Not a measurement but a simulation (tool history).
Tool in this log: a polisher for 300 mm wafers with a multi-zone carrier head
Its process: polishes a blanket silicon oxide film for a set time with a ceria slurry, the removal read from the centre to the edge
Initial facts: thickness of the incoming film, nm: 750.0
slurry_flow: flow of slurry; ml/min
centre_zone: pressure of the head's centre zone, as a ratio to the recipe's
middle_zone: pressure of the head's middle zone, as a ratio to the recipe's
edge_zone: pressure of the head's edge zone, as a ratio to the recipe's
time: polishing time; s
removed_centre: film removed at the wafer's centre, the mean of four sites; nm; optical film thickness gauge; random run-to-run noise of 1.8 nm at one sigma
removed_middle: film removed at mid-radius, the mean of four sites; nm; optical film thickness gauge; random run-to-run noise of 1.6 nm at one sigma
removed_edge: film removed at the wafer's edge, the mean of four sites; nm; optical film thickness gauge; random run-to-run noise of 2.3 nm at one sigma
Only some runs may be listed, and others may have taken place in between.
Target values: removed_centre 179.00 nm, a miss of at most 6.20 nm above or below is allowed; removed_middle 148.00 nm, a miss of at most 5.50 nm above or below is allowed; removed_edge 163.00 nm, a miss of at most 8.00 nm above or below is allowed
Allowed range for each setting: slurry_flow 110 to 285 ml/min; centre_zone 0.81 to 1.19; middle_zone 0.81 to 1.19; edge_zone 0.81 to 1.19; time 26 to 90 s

run 1 hour=0.0 | slurry_flow=180 centre_zone=1.00 middle_zone=1.00 edge_zone=1.00 time=58 | removed_centre=178.00 removed_middle=175.16 removed_edge=187.98
run 2 hour=4.7 | slurry_flow=175 centre_zone=1.01 middle_zone=0.98 edge_zone=0.98 time=57 | removed_centre=175.71 removed_middle=172.71 removed_edge=176.98
run 3 hour=10.0 | slurry_flow=175 centre_zone=1.01 middle_zone=0.98 edge_zone=0.98 time=64 | removed_centre=197.58 removed_middle=191.73 removed_edge=202.34
run 4 hour=11.4 | slurry_flow=210 centre_zone=1.01 middle_zone=0.98 edge_zone=0.98 time=64 | removed_centre=203.05 removed_middle=195.35 removed_edge=200.30
run 5 hour=16.6 | slurry_flow=210 centre_zone=1.01 middle_zone=0.98 edge_zone=1.03 time=64 | removed_centre=208.03 removed_middle=196.47 removed_edge=210.88
run 6 hour=20.3 | slurry_flow=210 centre_zone=1.01 middle_zone=0.98 edge_zone=1.03 time=52 | removed_centre=163.37 removed_middle=156.98 removed_edge=168.80
-- hour=25.8 edge zone pressure recalibrated
run 7 hour=25.8 | slurry_flow=210 centre_zone=1.02 middle_zone=0.97 edge_zone=1.03 time=52 | removed_centre=167.81 removed_middle=159.59 removed_edge=167.19
run 8 hour=29.3 | slurry_flow=210 centre_zone=1.03 middle_zone=0.95 edge_zone=1.04 time=52 | removed_centre=170.91 removed_middle=150.91 removed_edge=168.05
run 9 hour=33.4 | slurry_flow=210 centre_zone=1.04 middle_zone=0.95 edge_zone=1.04 time=52 | removed_centre=171.80 removed_middle=153.41 removed_edge=164.39
run 10 hour=39.8 | slurry_flow=210 centre_zone=1.04 middle_zone=0.94 edge_zone=1.04 time=52 | removed_centre=171.10 removed_middle=152.29 removed_edge=159.44
run 11 hour=45.7 | slurry_flow=210 centre_zone=1.04 middle_zone=0.94 edge_zone=1.05 time=52 | removed_centre=171.08 removed_middle=155.14 removed_edge=163.09
run 12 hour=48.3 | slurry_flow=215 centre_zone=1.04 middle_zone=0.92 edge_zone=1.07 time=52 | removed_centre=170.09 removed_middle=148.55 removed_edge=164.80

Exactly one of the 4 candidate moves below puts every result within its allowed miss. Which one?
run A hour=50.9 | slurry_flow=215 centre_zone=1.08 middle_zone=0.89 edge_zone=1.03 time=52 | removed_centre=? removed_middle=? removed_edge=?
run B hour=50.9 | slurry_flow=215 centre_zone=1.04 middle_zone=0.94 edge_zone=1.06 time=51 | removed_centre=? removed_middle=? removed_edge=?
run C hour=50.9 | slurry_flow=230 centre_zone=0.97 middle_zone=0.92 edge_zone=1.12 time=50 | removed_centre=? removed_middle=? removed_edge=?
run D hour=50.9 | slurry_flow=280 centre_zone=1.00 middle_zone=0.81 edge_zone=1.15 time=54 | removed_centre=? removed_middle=? removed_edge=?

move=A removed_centre=175.32 removed_middle=144.45 removed_edge=160.51
move=B removed_centre=165.59 removed_middle=148.29 removed_edge=159.56
move=C removed_centre=152.90 removed_middle=144.18 removed_edge=162.00
move=D removed_centre=174.65 removed_middle=143.51 removed_edge=180.81
A: hits every target within its allowed miss
B: further off than the last run
C: further off than the last run
D: brings the result that was furthest off to its target, and leaves another outside
Move A is the one to make.
